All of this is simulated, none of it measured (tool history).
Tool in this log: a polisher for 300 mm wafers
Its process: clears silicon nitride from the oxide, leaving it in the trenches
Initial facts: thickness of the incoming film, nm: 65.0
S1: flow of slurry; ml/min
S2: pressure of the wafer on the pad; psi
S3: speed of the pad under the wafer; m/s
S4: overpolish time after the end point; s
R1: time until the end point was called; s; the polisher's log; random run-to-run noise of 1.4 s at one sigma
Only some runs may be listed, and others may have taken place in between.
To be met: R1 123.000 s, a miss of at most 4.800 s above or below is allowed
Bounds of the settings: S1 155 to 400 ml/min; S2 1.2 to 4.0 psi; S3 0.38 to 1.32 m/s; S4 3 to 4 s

run,hour,S1,S2,S3,S4,R1
1,0.0,255,2.6,0.84,4,89.183
2,3.8,255,2.3,0.84,4,100.690
3,8.5,255,2.2,0.84,4,104.010
4,12.9,255,2.1,0.84,4,110.440
5,18.6,225,2.1,0.84,4,109.710
6,22.7,260,2.1,0.84,4,108.340
7,30.7,260,2.1,0.84,4,107.490
8,36.5,255,2.0,0.84,4,113.170

Exactly one of the 5 candidate moves below puts every result within its allowed miss. Which one?
A,42.3,250,1.5,1.02,3,?
B,42.3,275,1.6,0.88,4,?
C,42.3,195,1.7,0.84,3,?
D,42.3,250,2.0,0.86,4,?
E,42.3,265,1.9,0.74,4,?

move,R1
A,124.640
B,134.160
C,137.130
D,111.780
E,135.090
A: all results land within tolerance of their targets
B: pushes the last run's worst result past its target
C: pushes the last run's worst result past its target
D: misses by more than the last run did
E: pushes the last run's worst result past its target
Go with A: it meets all targets.

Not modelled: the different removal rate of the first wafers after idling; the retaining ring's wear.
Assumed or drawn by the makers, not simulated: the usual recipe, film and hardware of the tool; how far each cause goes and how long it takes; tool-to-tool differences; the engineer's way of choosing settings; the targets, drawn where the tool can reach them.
